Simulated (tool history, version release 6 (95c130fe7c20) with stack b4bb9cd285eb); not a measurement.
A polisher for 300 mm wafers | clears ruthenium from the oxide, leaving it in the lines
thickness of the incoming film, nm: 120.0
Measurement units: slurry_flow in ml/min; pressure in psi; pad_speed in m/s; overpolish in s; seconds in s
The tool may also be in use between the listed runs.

Run 1, hour 0: slurry_flow 275 ml/min, pressure 2.3 psi, pad_speed 1.2 m/s, overpolish 7 s. Result: seconds 90.365 s.
Run 2, hour 1.1: slurry_flow 275 ml/min, pressure 2.3 psi, pad_speed 1.2 m/s, overpolish 7 s. Result: seconds 93.292 s.
Run 3, hour 5.5: slurry_flow 275 ml/min, pressure 2.1 psi, pad_speed 1.12 m/s, overpolish 7 s. Result: seconds 108.88 s.
Run 4, hour 9.8: slurry_flow 235 ml/min, pressure 2.1 psi, pad_speed 1.12 m/s, overpolish 7 s. Result: seconds 110.73 s.
Run 5, hour 17.4: slurry_flow 235 ml/min, pressure 1.9 psi, pad_speed 1.06 m/s, overpolish 7 s. Result: seconds 126.62 s.
Run 6, hour 24.2: slurry_flow 235 ml/min, pressure 1.8 psi, pad_speed 1.02 m/s, overpolish 7 s. Result: seconds 143.95 s.
Run 7, hour 30.8: slurry_flow 235 ml/min, pressure 1.7 psi, pad_speed 1 m/s, overpolish 7 s. Result: seconds 149.47 s.

The next listed run, before its measurement:
Run 8, hour 37.8: slurry_flow 235 ml/min, pressure 1.7 psi, pad_speed 1 m/s, overpolish 7 s. Result: seconds ?.

seconds: 146.29 s
